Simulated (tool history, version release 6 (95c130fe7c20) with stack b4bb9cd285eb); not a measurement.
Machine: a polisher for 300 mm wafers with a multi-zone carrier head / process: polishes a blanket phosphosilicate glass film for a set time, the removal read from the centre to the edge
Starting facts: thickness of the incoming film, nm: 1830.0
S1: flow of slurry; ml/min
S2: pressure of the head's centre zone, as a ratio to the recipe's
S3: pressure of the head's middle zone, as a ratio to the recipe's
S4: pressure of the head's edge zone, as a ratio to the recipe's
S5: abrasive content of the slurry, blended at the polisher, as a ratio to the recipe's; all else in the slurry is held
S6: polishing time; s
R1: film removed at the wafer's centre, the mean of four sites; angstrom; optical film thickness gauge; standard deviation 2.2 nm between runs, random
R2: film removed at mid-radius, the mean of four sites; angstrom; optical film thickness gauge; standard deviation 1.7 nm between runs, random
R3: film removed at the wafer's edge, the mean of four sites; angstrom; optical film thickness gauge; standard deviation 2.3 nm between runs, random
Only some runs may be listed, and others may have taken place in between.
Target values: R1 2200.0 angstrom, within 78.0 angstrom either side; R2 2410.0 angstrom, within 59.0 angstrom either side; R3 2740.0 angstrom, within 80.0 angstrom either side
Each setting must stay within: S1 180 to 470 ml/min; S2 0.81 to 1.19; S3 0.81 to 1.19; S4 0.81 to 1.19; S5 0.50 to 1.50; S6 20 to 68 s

run,hour,S1,S2,S3,S4,S5,S6,R1,R2,R3
1,0.0,300,1.00,1.00,1.00,1.00,44,3906.9,4131.1,3988.1
2,5.8,295,0.98,0.98,1.00,0.95,43,3670.0,3816.0,3796.7
3,9.1,295,0.98,1.01,1.00,0.95,43,3625.6,3840.2,3743.4
4,12.4,295,0.98,1.01,1.00,0.95,37,3169.6,3339.2,3303.9
5,13.8,295,0.93,1.01,1.00,0.95,37,2990.8,3328.8,3314.3
6,18.0,295,0.93,1.01,1.00,0.75,37,2569.6,2842.2,2741.2
7,24.5,290,0.92,0.99,1.00,0.75,37,2541.7,2799.9,2760.1
8,26.6,250,0.82,0.89,1.01,0.70,37,2050.5,2406.3,2604.6
9,28.9,255,0.82,0.89,1.02,0.70,37,2084.5,2384.2,2601.5
10,30.8,260,0.82,0.89,1.03,0.70,37,2087.8,2380.9,2655.0
11,38.0,265,0.82,0.89,1.03,0.70,37,2079.8,2387.9,2637.8

Which one of the following 5 next-run settings gets every result inside its allowed miss? There is exactly one.
A,45.2,275,0.87,0.90,1.01,0.65,39,?,?,?
B,45.2,240,0.87,0.91,0.98,0.75,35,?,?,?
C,45.2,330,0.86,0.90,0.95,0.75,34,?,?,?
D,45.2,275,0.93,0.94,0.98,0.70,37,?,?,?
E,45.2,270,0.82,0.84,1.00,0.90,32,?,?,?

move,R1,R2,R3
A,2195.2,2430.4,2567.5
B,2184.2,2444.3,2533.0
C,2184.8,2442.8,2494.1
D,2379.9,2549.7,2563.0
E,2180.9,2428.9,2700.0
A: meets the target for the result that was furthest off, but another lies outside its allowed miss
B: meets the target for the result that was furthest off, but another lies outside its allowed miss
C: meets the target for the result that was furthest off, but another lies outside its allowed miss
D: moves the result that the last run missed by most past its target, out the other side
E: all results in spec
Go with E: it meets all targets.

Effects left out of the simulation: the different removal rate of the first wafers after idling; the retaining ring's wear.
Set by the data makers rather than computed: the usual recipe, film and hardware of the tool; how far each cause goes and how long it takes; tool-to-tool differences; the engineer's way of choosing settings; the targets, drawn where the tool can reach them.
